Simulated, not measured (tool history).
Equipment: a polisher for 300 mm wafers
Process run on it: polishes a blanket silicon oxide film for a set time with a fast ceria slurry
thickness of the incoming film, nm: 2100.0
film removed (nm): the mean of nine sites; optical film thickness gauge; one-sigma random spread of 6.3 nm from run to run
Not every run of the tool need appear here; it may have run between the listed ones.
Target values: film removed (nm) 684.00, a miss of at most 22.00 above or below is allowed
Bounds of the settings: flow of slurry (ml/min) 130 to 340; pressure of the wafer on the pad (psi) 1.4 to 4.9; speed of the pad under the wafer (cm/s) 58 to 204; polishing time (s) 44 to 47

run  hour  flow of slurry (ml/min)  pressure of the wafer on the pad (psi)  speed of the pad under the wafer (cm/s)  polishing time (s)  film removed (nm)
  1   0.0                      220                                     3.1                                      130                  44            1173.60
  2   3.9                      220                                     3.1                                      108                  44            1030.50
  3   5.0                      220                                     2.5                                      108                  44             860.86
  4  11.9                      220                                     3.3                                      108                  44            1108.60
  5  16.9                      220                                     3.0                                      108                  44            1002.80
  6  21.1                      220                                     3.6                                      108                  44            1204.60
  7  22.6                      220                                     3.2                                      108                  44            1070.50
  8  23.3                      220                                     2.9                                      108                  44             981.31
  9  27.8                      220                                     2.7                                      108                  44             920.25
 10  28.8                      220                                     2.5                                      108                  44             851.54
 11  37.4                      220                                     2.4                                      108                  44             829.51
 12  40.4                      220                                     2.3                                      108                  44             798.56

Which single option among these 4 for the next run brings every result within its allowed miss of target? Just one does.
  A  43.4                      245                                     2.8                                      104                  44                  ?
  B  43.4                      230                                     2.0                                      104                  44                  ?
  C  43.4                      215                                     3.0                                      106                  44                  ?
  D  43.4                      210                                     2.4                                      102                  46                  ?

move  film removed (nm)
   A             942.17
   B             690.55
   C            1001.20
   D             830.89
A: its largest miss is bigger than the last run's
B: each result inside its tolerance
C: its largest miss is bigger than the last run's
D: its largest miss is bigger than the last run's
Move B is the one to make.

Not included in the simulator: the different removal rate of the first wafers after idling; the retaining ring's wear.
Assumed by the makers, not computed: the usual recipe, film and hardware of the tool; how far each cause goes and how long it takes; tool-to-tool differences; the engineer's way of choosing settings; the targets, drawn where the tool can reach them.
